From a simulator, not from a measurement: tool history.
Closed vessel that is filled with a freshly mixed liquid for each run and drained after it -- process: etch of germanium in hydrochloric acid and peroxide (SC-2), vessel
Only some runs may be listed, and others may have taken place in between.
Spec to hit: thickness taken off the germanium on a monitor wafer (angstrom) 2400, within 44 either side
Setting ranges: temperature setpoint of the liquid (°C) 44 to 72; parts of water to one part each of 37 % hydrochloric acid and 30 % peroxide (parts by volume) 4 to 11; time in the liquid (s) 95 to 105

run  hour  temperature setpoint of the liquid (°C)  parts of water to one part each of 37 % hydrochloric acid and 30 % peroxide (parts by volume)  time in the liquid (s)  thickness taken off the germanium on a monitor wafer (angstrom)
  1     0                                       60                                                                                              6                      95                                                           2611.6
  2   3.4                                       60                                                                                            4.5                      95                                                           2634.3
  3     8                                       59                                                                                            4.5                      95                                                           2522.6
  4  10.9                                     58.5                                                                                            4.5                      95                                                           2520.2
  5  12.4                                       58                                                                                            4.5                      95                                                             2482
  6  18.9                                       64                                                                                            4.5                      95                                                           2928.7
  7  23.2                                       64                                                                                            4.5                      95                                                           2948.9
  8  29.9                                     61.5                                                                                            4.5                      95                                                           2774.5
  9  37.7                                       60                                                                                            4.5                      95                                                           2636.9
 10  39.1                                       59                                                                                            4.5                      95                                                           2544.7
 11  42.2                                     58.5                                                                                            4.5                      95                                                           2496.8

Exactly one of the 5 candidate moves below puts every result within its allowed miss. Which one?
  A  45.3                                     59.5                                                                                            5.5                      95                                                                ?
  B  45.3                                       57                                                                                              4                      95                                                                ?
  C  45.3                                     60.5                                                                                            4.5                      95                                                                ?
  D  45.3                                       56                                                                                            5.5                      95                                                                ?
  E  45.3                                     54.5                                                                                              4                     100                                                                ?

move  thickness taken off the germanium on a monitor wafer (angstrom)
   A                                                           2575.4
   B                                                           2405.7
   C                                                           2671.3
   D                                                           2314.5
   E                                                           2342.5
A: misses by more than the last run did
B: every result within its allowed miss
C: misses by more than the last run did
D: the result that was furthest off in the last run now lies on the other side of its target
E: the result that was furthest off in the last run now lies on the other side of its target
So the answer is move B, the one that meets all the targets.

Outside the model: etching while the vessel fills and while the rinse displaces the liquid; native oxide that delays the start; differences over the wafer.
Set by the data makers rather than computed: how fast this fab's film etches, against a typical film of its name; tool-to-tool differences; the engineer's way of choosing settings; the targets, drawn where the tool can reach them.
